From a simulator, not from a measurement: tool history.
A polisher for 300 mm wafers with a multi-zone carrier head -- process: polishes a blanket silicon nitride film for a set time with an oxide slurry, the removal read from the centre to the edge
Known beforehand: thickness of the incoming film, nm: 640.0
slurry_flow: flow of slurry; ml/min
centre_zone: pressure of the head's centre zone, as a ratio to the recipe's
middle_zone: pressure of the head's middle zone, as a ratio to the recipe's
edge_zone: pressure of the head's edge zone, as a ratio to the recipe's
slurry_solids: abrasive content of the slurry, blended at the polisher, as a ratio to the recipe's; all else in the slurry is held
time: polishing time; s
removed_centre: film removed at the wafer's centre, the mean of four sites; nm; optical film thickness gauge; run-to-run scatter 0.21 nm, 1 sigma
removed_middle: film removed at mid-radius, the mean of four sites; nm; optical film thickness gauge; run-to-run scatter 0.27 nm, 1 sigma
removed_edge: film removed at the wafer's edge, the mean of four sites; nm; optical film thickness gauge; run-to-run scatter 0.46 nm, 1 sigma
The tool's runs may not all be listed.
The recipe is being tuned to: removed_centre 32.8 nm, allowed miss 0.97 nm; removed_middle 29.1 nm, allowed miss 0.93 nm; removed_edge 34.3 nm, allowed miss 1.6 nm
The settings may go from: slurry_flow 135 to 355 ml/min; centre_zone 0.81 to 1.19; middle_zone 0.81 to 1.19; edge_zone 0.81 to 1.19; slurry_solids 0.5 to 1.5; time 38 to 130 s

Run 1, day 0: slurry_flow 225 ml/min, centre_zone 1, middle_zone 1, edge_zone 1, slurry_solids 1, time 84 s. Result: removed_centre 29.969 nm, removed_middle 29.531 nm, removed_edge 29.696 nm.
Run 2, day 0.217: slurry_flow 235 ml/min, centre_zone 1.01, middle_zone 0.98, edge_zone 1.05, slurry_solids 1, time 84 s. Result: removed_centre 30.89 nm, removed_middle 29.811 nm, removed_edge 31.364 nm.
Run 3, day 0.325: slurry_flow 235 ml/min, centre_zone 1.01, middle_zone 0.98, edge_zone 1.05, slurry_solids 0.9, time 84 s. Result: removed_centre 29.578 nm, removed_middle 28.626 nm, removed_edge 29.509 nm.
Run 4, day 0.496: slurry_flow 250 ml/min, centre_zone 1.02, middle_zone 0.96, edge_zone 1.09, slurry_solids 0.9, time 84 s. Result: removed_centre 30.189 nm, removed_middle 28.384 nm, removed_edge 31.611 nm.
Run 5, day 0.767: slurry_flow 265 ml/min, centre_zone 1.03, middle_zone 0.96, edge_zone 1.1, slurry_solids 0.9, time 84 s. Result: removed_centre 30.426 nm, removed_middle 28.297 nm, removed_edge 31.359 nm.
Run 6, day 1.058: slurry_flow 265 ml/min, centre_zone 1.04, middle_zone 0.96, edge_zone 1.12, slurry_solids 0.9, time 84 s. Result: removed_centre 30.823 nm, removed_middle 28.393 nm, removed_edge 31.098 nm.
Run 7, day 1.388: slurry_flow 270 ml/min, centre_zone 1.04, middle_zone 0.95, edge_zone 1.14, slurry_solids 0.95, time 84 s. Result: removed_centre 31.729 nm, removed_middle 28.963 nm, removed_edge 32.847 nm.
Run 8, day 1.738: slurry_flow 275 ml/min, centre_zone 1.04, middle_zone 0.95, edge_zone 1.15, slurry_solids 0.95, time 84 s. Result: removed_centre 31.84 nm, removed_middle 28.93 nm, removed_edge 32.46 nm.

4 candidate next runs follow, results not yet known. Just one meets every target within its allowed miss. Identify it.
Run A, day 2.088: slurry_flow 260 ml/min, centre_zone 0.96, middle_zone 0.91, edge_zone 1.18, slurry_solids 1, time 87 s. Result: removed_centre ?, removed_middle ?, removed_edge ?.
Run B, day 2.088: slurry_flow 265 ml/min, centre_zone 1.01, middle_zone 0.88, edge_zone 1.12, slurry_solids 0.9, time 92 s. Result: removed_centre ?, removed_middle ?, removed_edge ?.
Run C, day 2.088: slurry_flow 340 ml/min, centre_zone 1.11, middle_zone 1, edge_zone 1.16, slurry_solids 0.8, time 85 s. Result: removed_centre ?, removed_middle ?, removed_edge ?.
Run D, day 2.088: slurry_flow 330 ml/min, centre_zone 1.13, middle_zone 1.04, edge_zone 1.1, slurry_solids 1.1, time 73 s. Result: removed_centre ?, removed_middle ?, removed_edge ?.

move  removed_centre  removed_middle  removed_edge
   A          30.696          29.155        34.106
   B          32.895          28.886        33.796
   C          32.854          28.992        30.904
   D          32.352          28.965         29.09
A: gets the furthest-off result to its target, but another result is out of tolerance
B: all results land within tolerance of their targets
C: lands further from the targets than the last run did
D: lands further from the targets than the last run did
The move that meets every target is B.
